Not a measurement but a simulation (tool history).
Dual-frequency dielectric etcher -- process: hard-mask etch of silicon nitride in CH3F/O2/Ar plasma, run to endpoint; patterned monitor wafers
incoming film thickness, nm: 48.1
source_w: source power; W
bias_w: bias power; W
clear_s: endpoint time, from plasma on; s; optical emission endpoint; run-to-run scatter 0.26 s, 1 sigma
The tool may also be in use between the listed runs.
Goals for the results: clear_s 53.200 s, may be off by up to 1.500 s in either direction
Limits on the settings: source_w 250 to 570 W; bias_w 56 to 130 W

run,hour,source_w,bias_w,clear_s
1,0.0,410,93,59.929
2,7.3,410,105,57.656
3,14.6,430,107,56.717
4,20.7,430,121,55.183
5,21.3,360,121,58.989
6,30.1,390,123,56.741
7,36.1,410,125,55.625
8,45.0,420,126,55.122

Consider the 4 candidate settings below. Which is the only one whose results all fall within their allowed miss of target?
A,53.9,540,130,?
B,53.9,550,130,?
C,53.9,460,125,?
D,53.9,570,130,?

move,clear_s
A,50.249
B,49.920
C,53.742
D,49.283
A: takes the result that was furthest off past its target
B: takes the result that was furthest off past its target
C: every result within its allowed miss
D: takes the result that was furthest off past its target
C is the move that brings every result within its allowed miss.

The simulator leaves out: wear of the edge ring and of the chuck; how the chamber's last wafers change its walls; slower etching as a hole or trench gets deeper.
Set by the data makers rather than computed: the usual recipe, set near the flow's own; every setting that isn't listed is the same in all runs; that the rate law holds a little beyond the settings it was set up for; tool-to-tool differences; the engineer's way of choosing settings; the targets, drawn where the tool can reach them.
